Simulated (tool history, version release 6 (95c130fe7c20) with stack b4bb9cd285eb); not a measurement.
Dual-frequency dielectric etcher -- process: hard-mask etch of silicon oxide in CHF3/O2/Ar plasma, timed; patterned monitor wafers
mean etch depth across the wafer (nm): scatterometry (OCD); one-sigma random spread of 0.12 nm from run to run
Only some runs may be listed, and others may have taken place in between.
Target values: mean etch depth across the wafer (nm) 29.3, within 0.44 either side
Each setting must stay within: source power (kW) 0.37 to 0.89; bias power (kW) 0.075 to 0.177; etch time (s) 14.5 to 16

run  hour  source power (kW)  bias power (kW)  etch time (s)  mean etch depth across the wafer (nm)
  1     0               0.63            0.126             16                                 26.376
  2   1.6               0.67            0.127             16                                 27.167
  3   9.3               0.67            0.112             16                                 26.137
  4  17.8               0.67            0.112           14.5                                 23.823
  5  22.2               0.67            0.112           14.5                                  23.74
  6  30.6               0.72            0.118           14.5                                 24.787
  7  33.3               0.75            0.127           14.5                                 25.878
  8  34.1               0.77            0.133           14.5                                 26.484
  9  41.5               0.79            0.138           14.5                                 27.064
 10  43.9               0.81            0.142           14.5                                 27.461
 11  50.3               0.82            0.145           14.5                                 27.924
 12  52.9               0.83            0.147           14.5                                 28.185
 13    61               0.84            0.149           14.5                                 28.452
 14  63.4               0.85             0.15           14.5                                 28.413

Which single option among these 4 for the next run brings every result within its allowed miss of target? Just one does.
  A  65.8               0.81            0.142           15.5                                      ?
  B  65.8               0.71            0.167           14.5                                      ?
  C  65.8               0.89             0.12           14.5                                      ?
  D  65.8               0.89            0.176           14.5                                      ?

move  mean etch depth across the wafer (nm)
   A                                 29.548
   B                                 27.331
   C                                 27.547
   D                                 30.537
A: every result within its allowed miss
B: misses by more than the last run did
C: misses by more than the last run did
D: takes the biggest miss from the last run beyond its target
So the answer is move A, the one that meets all the targets.

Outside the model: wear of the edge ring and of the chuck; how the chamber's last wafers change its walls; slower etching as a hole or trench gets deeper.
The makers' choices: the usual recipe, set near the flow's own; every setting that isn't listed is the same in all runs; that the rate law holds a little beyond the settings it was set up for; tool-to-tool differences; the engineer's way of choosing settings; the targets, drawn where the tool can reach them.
